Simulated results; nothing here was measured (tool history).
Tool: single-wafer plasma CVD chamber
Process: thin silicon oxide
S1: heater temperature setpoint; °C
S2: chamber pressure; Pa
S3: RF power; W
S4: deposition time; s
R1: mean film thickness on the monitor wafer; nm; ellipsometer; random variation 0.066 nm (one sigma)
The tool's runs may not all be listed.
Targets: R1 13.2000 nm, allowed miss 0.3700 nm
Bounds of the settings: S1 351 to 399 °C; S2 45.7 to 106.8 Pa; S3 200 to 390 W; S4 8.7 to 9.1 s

Run 1, day 0.000: S1 375 °C, S2 76.3 Pa, S3 295 W, S4 9.1 s. Result: R1 9.8617 nm.
Run 2, day 0.117: S1 375 °C, S2 76.3 Pa, S3 260 W, S4 9.1 s. Result: R1 9.2845 nm.
Run 3, day 0.200: S1 375 °C, S2 76.3 Pa, S3 260 W, S4 8.7 s. Result: R1 8.9146 nm.
Run 4, day 0.388: S1 375 °C, S2 84.5 Pa, S3 265 W, S4 8.7 s. Result: R1 9.9894 nm.
Run 5, day 0.625: S1 375 °C, S2 84.5 Pa, S3 245 W, S4 8.7 s. Result: R1 9.4685 nm.
Run 6, day 0.762: S1 366 °C, S2 84.5 Pa, S3 245 W, S4 8.7 s. Result: R1 9.3920 nm.
Run 7, day 0.800: S1 366 °C, S2 91.6 Pa, S3 255 W, S4 8.7 s. Result: R1 10.4940 nm.
Run 8, day 0.925: S1 366 °C, S2 96.4 Pa, S3 260 W, S4 8.7 s. Result: R1 11.2390 nm.
At day 1.162: thermocouple changed; heater temperature recalibrated.
Run 9, day 1.162: S1 366 °C, S2 99.6 Pa, S3 265 W, S4 8.7 s. Result: R1 11.7370 nm.
Run 10, day 1.408: S1 366 °C, S2 101.9 Pa, S3 270 W, S4 8.7 s. Result: R1 12.0720 nm.
Run 11, day 1.717: S1 366 °C, S2 103.3 Pa, S3 275 W, S4 8.7 s. Result: R1 12.2450 nm.

5 next moves are on the table. One of them brings every result within its allowed miss. Which?
Run A, day 2.025: S1 366 °C, S2 97.2 Pa, S3 320 W, S4 9.1 s. Result: R1 ?.
Run B, day 2.025: S1 368 °C, S2 98.1 Pa, S3 300 W, S4 8.9 s. Result: R1 ?.
Run C, day 2.025: S1 375 °C, S2 106.8 Pa, S3 335 W, S4 9.1 s. Result: R1 ?.
Run D, day 2.025: S1 365 °C, S2 101.7 Pa, S3 270 W, S4 8.8 s. Result: R1 ?.
Run E, day 2.025: S1 363 °C, S2 97.3 Pa, S3 290 W, S4 9.1 s. Result: R1 ?.

move       R1
   A  13.0280
   B  12.4530
   C  14.4260
   D  12.0750
   E  12.4550
A: meets every target
B: nearer than the last run, and not there yet
C: takes the result that was furthest off past its target
D: further off than the last run
E: nearer than the last run, and not there yet
Answer: A

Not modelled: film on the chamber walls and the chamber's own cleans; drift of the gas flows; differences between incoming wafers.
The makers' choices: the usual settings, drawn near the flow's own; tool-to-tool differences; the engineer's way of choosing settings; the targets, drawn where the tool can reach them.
